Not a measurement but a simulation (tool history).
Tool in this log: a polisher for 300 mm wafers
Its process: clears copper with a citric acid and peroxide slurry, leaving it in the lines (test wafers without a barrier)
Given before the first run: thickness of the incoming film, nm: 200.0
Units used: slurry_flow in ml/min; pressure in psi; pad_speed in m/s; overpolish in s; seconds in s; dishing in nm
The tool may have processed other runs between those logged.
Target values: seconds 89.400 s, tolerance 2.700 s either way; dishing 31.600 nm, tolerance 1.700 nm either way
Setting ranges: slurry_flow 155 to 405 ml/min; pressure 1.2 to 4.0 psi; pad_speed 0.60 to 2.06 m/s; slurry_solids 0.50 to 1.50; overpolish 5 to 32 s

run 1 hour=0.0 | slurry_flow=260 pressure=2.6 pad_speed=1.32 slurry_solids=1.00 overpolish=16 | seconds=80.105 dishing=23.207
run 2 hour=6.5 | slurry_flow=260 pressure=2.6 pad_speed=1.32 slurry_solids=0.85 overpolish=16 | seconds=84.594 dishing=22.378
run 3 hour=10.3 | slurry_flow=260 pressure=2.6 pad_speed=1.32 slurry_solids=0.85 overpolish=17 | seconds=83.590 dishing=23.694
run 4 hour=18.5 | slurry_flow=260 pressure=2.6 pad_speed=1.32 slurry_solids=0.85 overpolish=13 | seconds=84.421 dishing=19.229
run 5 hour=20.5 | slurry_flow=260 pressure=2.6 pad_speed=1.32 slurry_solids=1.00 overpolish=13 | seconds=80.518 dishing=20.049
run 6 hour=25.3 | slurry_flow=260 pressure=2.6 pad_speed=1.32 slurry_solids=1.00 overpolish=15 | seconds=80.938 dishing=22.298
run 7 hour=27.1 | slurry_flow=260 pressure=2.6 pad_speed=1.32 slurry_solids=1.00 overpolish=16 | seconds=81.577 dishing=24.100
run 8 hour=33.2 | slurry_flow=260 pressure=2.6 pad_speed=1.32 slurry_solids=1.05 overpolish=17 | seconds=79.484 dishing=23.712
run 9 hour=35.8 | slurry_flow=260 pressure=2.6 pad_speed=1.32 slurry_solids=1.05 overpolish=17 | seconds=79.438 dishing=24.233
run 10 hour=39.7 | slurry_flow=260 pressure=2.6 pad_speed=1.32 slurry_solids=1.05 overpolish=18 | seconds=80.114 dishing=25.605
run 11 hour=45.4 | slurry_flow=260 pressure=2.6 pad_speed=1.32 slurry_solids=1.05 overpolish=19 | seconds=79.632 dishing=26.730
run 12 hour=48.4 | slurry_flow=260 pressure=2.6 pad_speed=1.32 slurry_solids=1.05 overpolish=20 | seconds=79.753 dishing=27.337
run 13 hour=52.8 | slurry_flow=260 pressure=2.6 pad_speed=1.32 slurry_solids=1.05 overpolish=20 | seconds=78.948 dishing=27.087
run 14 hour=55.1 | slurry_flow=250 pressure=2.2 pad_speed=1.32 slurry_solids=1.05 overpolish=27 | seconds=89.763 dishing=29.644

4 candidate next runs follow, results not yet known. Just one meets every target within its allowed miss. Identify it.
run A hour=57.4 | slurry_flow=245 pressure=2.0 pad_speed=1.34 slurry_solids=1.45 overpolish=30 | seconds=? dishing=?
run B hour=57.4 | slurry_flow=280 pressure=2.3 pad_speed=1.50 slurry_solids=0.75 overpolish=23 | seconds=? dishing=?
run C hour=57.4 | slurry_flow=195 pressure=1.9 pad_speed=1.58 slurry_solids=1.10 overpolish=21 | seconds=? dishing=?
run D hour=57.4 | slurry_flow=235 pressure=2.1 pad_speed=1.32 slurry_solids=1.05 overpolish=25 | seconds=? dishing=?

move=A seconds=87.803 dishing=31.455
move=B seconds=85.322 dishing=27.791
move=C seconds=89.291 dishing=25.413
move=D seconds=93.504 dishing=27.591
A: every result lands within tolerance
B: moves away from the targets compared with the last run
C: moves away from the targets compared with the last run
D: moves away from the targets compared with the last run
A meets every target.
